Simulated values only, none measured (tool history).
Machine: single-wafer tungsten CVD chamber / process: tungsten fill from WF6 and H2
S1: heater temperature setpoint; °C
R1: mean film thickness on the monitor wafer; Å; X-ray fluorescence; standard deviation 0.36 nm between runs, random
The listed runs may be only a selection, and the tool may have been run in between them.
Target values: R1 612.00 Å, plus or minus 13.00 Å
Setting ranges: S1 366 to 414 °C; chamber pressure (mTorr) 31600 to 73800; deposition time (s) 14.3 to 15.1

run 1 hour=0.0 | S1=390 chamber_pressure_(mTorr)=52700 deposition_time_(s)=15.1 | R1=484.29
run 2 hour=3.4 | S1=383 chamber_pressure_(mTorr)=52700 deposition_time_(s)=15.1 | R1=414.34
run 3 hour=9.8 | S1=388 chamber_pressure_(mTorr)=53000 deposition_time_(s)=15.1 | R1=466.74
run 4 hour=11.5 | S1=397 chamber_pressure_(mTorr)=53000 deposition_time_(s)=15.1 | R1=568.82
run 5 hour=12.6 | S1=397 chamber_pressure_(mTorr)=53000 deposition_time_(s)=15.1 | R1=570.01
run 6 hour=20.3 | S1=391 chamber_pressure_(mTorr)=53000 deposition_time_(s)=15.1 | R1=500.87
run 7 hour=28.7 | S1=394 chamber_pressure_(mTorr)=53100 deposition_time_(s)=15.1 | R1=536.48
run 8 hour=32.7 | S1=396 chamber_pressure_(mTorr)=53200 deposition_time_(s)=15.1 | R1=553.39
run 9 hour=34.2 | S1=402 chamber_pressure_(mTorr)=53600 deposition_time_(s)=15.1 | R1=637.05

Below are 4 possible settings for the next run. Only one of them brings all results inside the allowed miss of their targets. Which is it?
run A hour=35.7 | S1=401 chamber_pressure_(mTorr)=55700 deposition_time_(s)=14.6 | R1=?
run B hour=35.7 | S1=406 chamber_pressure_(mTorr)=52200 deposition_time_(s)=15.0 | R1=?
run C hour=35.7 | S1=406 chamber_pressure_(mTorr)=47800 deposition_time_(s)=15.1 | R1=?
run D hour=35.7 | S1=405 chamber_pressure_(mTorr)=55900 deposition_time_(s)=14.7 | R1=?

move=A R1=607.11
move=B R1=672.15
move=C R1=653.31
move=D R1=663.34
A: each result inside its tolerance
B: its largest miss is bigger than the last run's
C: its largest miss is bigger than the last run's
D: its largest miss is bigger than the last run's
Move A is the one to make.
